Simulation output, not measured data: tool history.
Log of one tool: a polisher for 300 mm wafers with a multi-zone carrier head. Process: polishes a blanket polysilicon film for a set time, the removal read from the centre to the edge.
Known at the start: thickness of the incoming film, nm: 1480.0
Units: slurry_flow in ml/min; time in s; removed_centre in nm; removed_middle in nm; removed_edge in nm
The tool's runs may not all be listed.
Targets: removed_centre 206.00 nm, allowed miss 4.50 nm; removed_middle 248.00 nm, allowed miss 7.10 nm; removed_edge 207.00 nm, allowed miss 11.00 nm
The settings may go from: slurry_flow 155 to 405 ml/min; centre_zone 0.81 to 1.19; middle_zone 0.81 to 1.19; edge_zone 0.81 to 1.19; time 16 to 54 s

| run | hour | slurry_flow | centre_zone | middle_zone | edge_zone | time | removed_centre | removed_middle | removed_edge |
|---|---|---|---|---|---|---|---|---|---|
| 1 | 0.0 | 260 | 1.00 | 1.00 | 1.00 | 35 | 368.84 | 376.74 | 375.32 |
| 2 | 8.7 | 260 | 1.00 | 1.06 | 1.00 | 35 | 370.32 | 402.17 | 369.85 |
| 3 | 16.8 | 260 | 0.97 | 1.06 | 0.95 | 30 | 310.40 | 342.97 | 305.48 |
| 4 | 18.0 | 260 | 0.94 | 1.06 | 0.95 | 30 | 298.47 | 349.90 | 300.53 |
| 5 | 18.6 | 255 | 0.91 | 1.03 | 0.91 | 27 | 257.75 | 302.31 | 270.32 |
| 6 | 25.1 | 255 | 0.91 | 1.03 | 0.98 | 27 | 259.03 | 301.99 | 278.22 |
| 7 | 30.3 | 265 | 0.90 | 1.03 | 0.93 | 25 | 237.66 | 283.80 | 257.71 |
| 8 | 37.1 | 240 | 0.90 | 1.03 | 0.89 | 24 | 228.01 | 268.05 | 232.55 |
| 9 | 37.6 | 170 | 0.83 | 1.00 | 0.82 | 24 | 194.39 | 245.04 | 222.99 |
| 10 | 42.9 | 200 | 0.85 | 1.01 | 0.82 | 23 | 198.54 | 239.65 | 213.41 |
| 11 | 48.3 | 215 | 0.85 | 1.02 | 0.82 | 23 | 199.53 | 248.03 | 215.55 |

Which of these 5 next moves meets every target?
| A | 53.7 | 210 | 0.84 | 1.03 | 0.88 | 23 | ? | ? | ? |
| B | 53.7 | 180 | 0.92 | 1.17 | 0.81 | 21 | ? | ? | ? |
| C | 53.7 | 175 | 0.90 | 1.07 | 0.84 | 22 | ? | ? | ? |
| D | 53.7 | 230 | 0.90 | 1.05 | 0.81 | 22 | ? | ? | ? |
| E | 53.7 | 220 | 0.83 | 1.05 | 0.85 | 23 | ? | ? | ? |

| move | removed_centre | removed_middle | removed_edge |
|---|---|---|---|
| A | 197.14 | 250.84 | 222.63 |
| B | 191.96 | 248.96 | 191.93 |
| C | 195.42 | 240.34 | 203.81 |
| D | 205.15 | 247.02 | 207.18 |
| E | 196.29 | 256.74 | 220.23 |
A: further off than the last run
B: further off than the last run
C: further off than the last run
D: meets every target
E: further off than the last run
The right move is D.
